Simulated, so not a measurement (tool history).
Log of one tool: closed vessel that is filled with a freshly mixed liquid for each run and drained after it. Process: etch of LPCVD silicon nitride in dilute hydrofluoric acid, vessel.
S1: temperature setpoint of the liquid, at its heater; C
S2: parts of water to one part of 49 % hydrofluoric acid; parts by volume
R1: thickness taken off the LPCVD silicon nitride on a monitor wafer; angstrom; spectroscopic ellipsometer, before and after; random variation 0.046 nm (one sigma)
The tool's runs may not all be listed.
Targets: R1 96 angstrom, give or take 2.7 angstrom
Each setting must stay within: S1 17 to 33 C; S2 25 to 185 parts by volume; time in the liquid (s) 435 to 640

run 1 hour=0 | S1=25 S2=105 time_in_the_liquid_(s)=640 | R1=33
run 2 hour=4.1 | S1=26.5 S2=95 time_in_the_liquid_(s)=640 | R1=40.059
run 3 hour=11.2 | S1=26.5 S2=95 time_in_the_liquid_(s)=640 | R1=39.998
run 4 hour=14.4 | S1=26.5 S2=75 time_in_the_liquid_(s)=640 | R1=50.87
run 5 hour=20.2 | S1=27.5 S2=70 time_in_the_liquid_(s)=640 | R1=57.808
run 6 hour=24.7 | S1=28.5 S2=70 time_in_the_liquid_(s)=640 | R1=61.624
run 7 hour=30.6 | S1=29 S2=70 time_in_the_liquid_(s)=640 | R1=64.373
run 8 hour=37 | S1=29.5 S2=70 time_in_the_liquid_(s)=640 | R1=66.556
run 9 hour=42.2 | S1=30 S2=70 time_in_the_liquid_(s)=640 | R1=67.729
run 10 hour=49 | S1=30.5 S2=70 time_in_the_liquid_(s)=640 | R1=70.15
run 11 hour=56.4 | S1=31 S2=70 time_in_the_liquid_(s)=640 | R1=73.447
run 12 hour=59.1 | S1=31 S2=70 time_in_the_liquid_(s)=640 | R1=72.787
run 13 hour=66.1 | S1=31 S2=70 time_in_the_liquid_(s)=640 | R1=72.062
run 14 hour=69.2 | S1=31.5 S2=70 time_in_the_liquid_(s)=640 | R1=74.86

Which of these 4 next moves meets every target?
run A hour=72.3 | S1=30.5 S2=60 time_in_the_liquid_(s)=435 | R1=?
run B hour=72.3 | S1=33 S2=60 time_in_the_liquid_(s)=640 | R1=?
run C hour=72.3 | S1=31 S2=80 time_in_the_liquid_(s)=610 | R1=?
run D hour=72.3 | S1=33 S2=65 time_in_the_liquid_(s)=640 | R1=?

move=A R1=56.404
move=B R1=97.208
move=C R1=61.246
move=D R1=89.717
A: misses by more than the last run did
B: each result inside its tolerance
C: misses by more than the last run did
D: closer than the last run, but not yet in spec
The move that meets every target is B.
